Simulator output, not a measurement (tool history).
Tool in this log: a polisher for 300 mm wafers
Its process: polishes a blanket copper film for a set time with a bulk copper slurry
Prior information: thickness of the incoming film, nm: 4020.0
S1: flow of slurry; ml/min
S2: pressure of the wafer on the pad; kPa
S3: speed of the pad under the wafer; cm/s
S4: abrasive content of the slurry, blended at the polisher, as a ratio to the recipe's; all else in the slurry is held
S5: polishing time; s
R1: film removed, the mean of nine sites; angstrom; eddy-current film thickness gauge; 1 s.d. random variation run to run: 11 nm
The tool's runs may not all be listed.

{"run": 1, "hour": 0.0, "S1": 225, "S2": 13.8, "S3": 100, "S4": 1, "S5": 98, "R1": 6879.6}
{"run": 2, "hour": 7.0, "S1": 185, "S2": 13.8, "S3": 100, "S4": 1, "S5": 98, "R1": 6857.4}
{"run": 3, "hour": 15.9, "S1": 185, "S2": 14.5, "S3": 100, "S4": 1, "S5": 98, "R1": 7087.2}
{"run": 4, "hour": 21.5, "S1": 185, "S2": 15.2, "S3": 100, "S4": 1, "S5": 98, "R1": 7374.1}
{"run": 5, "hour": 28.0, "S1": 185, "S2": 15.9, "S3": 100, "S4": 1, "S5": 98, "R1": 7612.5}
{"run": 6, "hour": 33.8, "S1": 185, "S2": 16.5, "S3": 100, "S4": 1, "S5": 98, "R1": 7879.4}
{"run": 7, "hour": 42.5, "S1": 185, "S2": 17.2, "S3": 102, "S4": 1, "S5": 98, "R1": 8302.4}
{"run": 8, "hour": 43.2, "S1": 185, "S2": 17.2, "S3": 102, "S4": 1, "S5": 98, "R1": 8263.4}
{"run": 9, "hour": 51.1, "S1": 185, "S2": 17.9, "S3": 104, "S4": 1, "S5": 98, "R1": 8801.1}
{"run": 10, "hour": 53.1, "S1": 185, "S2": 18.6, "S3": 104, "S4": 1, "S5": 98, "R1": 9132.1}
{"run": 11, "hour": 60.1, "S1": 185, "S2": 18.6, "S3": 104, "S4": 1, "S5": 98, "R1": 8995.1}

What will run 12 give?
{"run": 12, "hour": 67.6, "S1": 185, "S2": 18.6, "S3": 104, "S4": 1, "S5": 98, "R1": "?"}

{"run 12": {"R1": 9013.3}}

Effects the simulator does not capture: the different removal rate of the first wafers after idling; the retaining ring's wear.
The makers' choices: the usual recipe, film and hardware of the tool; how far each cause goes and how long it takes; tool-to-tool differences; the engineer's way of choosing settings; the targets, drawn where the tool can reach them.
